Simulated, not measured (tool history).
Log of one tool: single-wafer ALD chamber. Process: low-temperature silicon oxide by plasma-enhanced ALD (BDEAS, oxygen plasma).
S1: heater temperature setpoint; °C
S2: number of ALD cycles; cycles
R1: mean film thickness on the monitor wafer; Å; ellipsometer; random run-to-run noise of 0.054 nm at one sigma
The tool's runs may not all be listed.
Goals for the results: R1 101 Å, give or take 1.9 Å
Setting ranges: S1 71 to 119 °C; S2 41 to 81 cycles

{"run": 1, "hour": 0.0, "S1": 95, "S2": 61, "R1": 84.815}
{"run": 2, "hour": 7.0, "S1": 100, "S2": 61, "R1": 81.925}
{"run": 3, "hour": 11.0, "S1": 107, "S2": 61, "R1": 82.335}
{"run": 4, "hour": 12.5, "S1": 106, "S2": 64, "R1": 85.765}
{"run": 5, "hour": 17.5, "S1": 106, "S2": 59, "R1": 79.31}
{"run": 6, "hour": 25.4, "S1": 106, "S2": 53, "R1": 71.058}
{"run": 7, "hour": 31.2, "S1": 103, "S2": 57, "R1": 76.59}
{"run": 8, "hour": 37.2, "S1": 91, "S2": 67, "R1": 93.585}
{"run": 9, "hour": 38.4, "S1": 89, "S2": 68, "R1": 94.731}

5 next moves are on the table. One of them brings every result within its allowed miss. Which?
{"run": "A", "hour": 39.6, "S1": 97, "S2": 62, "R1": "?"}
{"run": "B", "hour": 39.6, "S1": 91, "S2": 65, "R1": "?"}
{"run": "C", "hour": 39.6, "S1": 84, "S2": 71, "R1": "?"}
{"run": "D", "hour": 39.6, "S1": 83, "S2": 67, "R1": "?"}
{"run": "E", "hour": 39.6, "S1": 80, "S2": 73, "R1": "?"}

move=A R1=84.887
move=B R1=90.671
move=C R1=101.18
move=D R1=95.765
move=E R1=105.28
A: lands further from the targets than the last run did
B: lands further from the targets than the last run did
C: every result lands within tolerance
D: nearer the targets than the last run, but a result is still out of spec
E: moves the result that the last run missed by most past its target, out the other side
C meets every target.
